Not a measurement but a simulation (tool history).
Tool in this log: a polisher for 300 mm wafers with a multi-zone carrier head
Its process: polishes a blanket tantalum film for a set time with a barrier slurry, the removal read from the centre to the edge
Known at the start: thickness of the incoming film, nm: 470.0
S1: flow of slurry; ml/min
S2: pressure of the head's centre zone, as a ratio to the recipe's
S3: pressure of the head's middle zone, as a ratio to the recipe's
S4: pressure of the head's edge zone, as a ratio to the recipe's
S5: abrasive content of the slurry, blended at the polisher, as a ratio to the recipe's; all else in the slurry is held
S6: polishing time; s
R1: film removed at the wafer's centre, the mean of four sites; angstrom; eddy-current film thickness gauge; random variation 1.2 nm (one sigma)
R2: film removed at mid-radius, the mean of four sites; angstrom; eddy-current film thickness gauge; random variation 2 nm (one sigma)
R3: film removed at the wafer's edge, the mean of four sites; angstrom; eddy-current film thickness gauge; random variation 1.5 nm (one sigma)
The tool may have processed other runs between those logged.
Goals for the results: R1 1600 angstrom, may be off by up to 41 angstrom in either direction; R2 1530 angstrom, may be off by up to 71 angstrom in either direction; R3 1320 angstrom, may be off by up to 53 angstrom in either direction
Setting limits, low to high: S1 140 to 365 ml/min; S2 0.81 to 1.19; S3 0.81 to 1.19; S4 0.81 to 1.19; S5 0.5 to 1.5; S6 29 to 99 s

Run 1, day 0: S1 235 ml/min, S2 1, S3 1, S4 1, S5 1, S6 64 s. Result: R1 1059.2 angstrom, R2 1036.8 angstrom, R3 1017.7 angstrom.
Run 2, day 0.204: S1 235 ml/min, S2 1, S3 1, S4 1, S5 0.85, S6 64 s. Result: R1 994.65 angstrom, R2 1000.5 angstrom, R3 939.75 angstrom.
Run 3, day 0.538: S1 235 ml/min, S2 1, S3 1.07, S4 1, S5 0.85, S6 64 s. Result: R1 996.48 angstrom, R2 1040.3 angstrom, R3 956.84 angstrom.
Run 4, day 0.754: S1 240 ml/min, S2 1.01, S3 1.08, S4 0.98, S5 0.9, S6 65 s. Result: R1 1055 angstrom, R2 1117.7 angstrom, R3 964.93 angstrom.
Run 5, day 1.088: S1 240 ml/min, S2 1.01, S3 1.15, S4 0.98, S5 0.9, S6 65 s. Result: R1 1045.1 angstrom, R2 1150 angstrom, R3 984.21 angstrom.
Run 6, day 1.362: S1 240 ml/min, S2 1.01, S3 1.15, S4 0.98, S5 1.05, S6 65 s. Result: R1 1114.4 angstrom, R2 1222.4 angstrom, R3 1038.5 angstrom.
Run 7, day 1.592: S1 245 ml/min, S2 1.03, S3 1.15, S4 0.99, S5 1.1, S6 65 s. Result: R1 1170.2 angstrom, R2 1221.8 angstrom, R3 1040 angstrom.
Run 8, day 1.704: S1 245 ml/min, S2 1.03, S3 1.15, S4 0.99, S5 1.1, S6 65 s. Result: R1 1155.8 angstrom, R2 1289.3 angstrom, R3 1065.2 angstrom.
Run 9, day 1.962: S1 245 ml/min, S2 1.05, S3 1.13, S4 1, S5 1.15, S6 65 s. Result: R1 1192 angstrom, R2 1212.2 angstrom, R3 1084.6 angstrom.
Run 10, day 2.312: S1 305 ml/min, S2 1.12, S3 1.19, S4 0.94, S5 1.4, S6 74 s. Result: R1 1575 angstrom, R2 1611.7 angstrom, R3 1310 angstrom.

Which single option among these 5 for the next run brings every result within its allowed miss of target? Just one does.
Run A, day 2.662: S1 300 ml/min, S2 1.19, S3 1.19, S4 0.93, S5 1.25, S6 73 s. Result: R1 ?, R2 ?, R3 ?.
Run B, day 2.662: S1 350 ml/min, S2 0.99, S3 0.93, S4 1.09, S5 1.5, S6 77 s. Result: R1 ?, R2 ?, R3 ?.
Run C, day 2.662: S1 305 ml/min, S2 1.11, S3 1.12, S4 0.94, S5 1.4, S6 75 s. Result: R1 ?, R2 ?, R3 ?.
Run D, day 2.662: S1 305 ml/min, S2 1.07, S3 1.19, S4 0.87, S5 1.25, S6 81 s. Result: R1 ?, R2 ?, R3 ?.
Run E, day 2.662: S1 290 ml/min, S2 1.03, S3 1.17, S4 0.94, S5 1.2, S6 81 s. Result: R1 ?, R2 ?, R3 ?.

move      R1      R2      R3
   A    1595  1522.3  1239.7
   B  1484.9  1384.7  1501.1
   C    1577  1533.2  1322.4
   D    1593    1693  1335.7
   E  1506.4  1640.7  1362.9
A: the worst result of the last run now meets its target, but another is out of spec
B: the result that was furthest off in the last run now lies on the other side of its target
C: hits every target within its allowed miss
D: lands further from the targets than the last run did
E: lands further from the targets than the last run did
The move that meets every target is C.
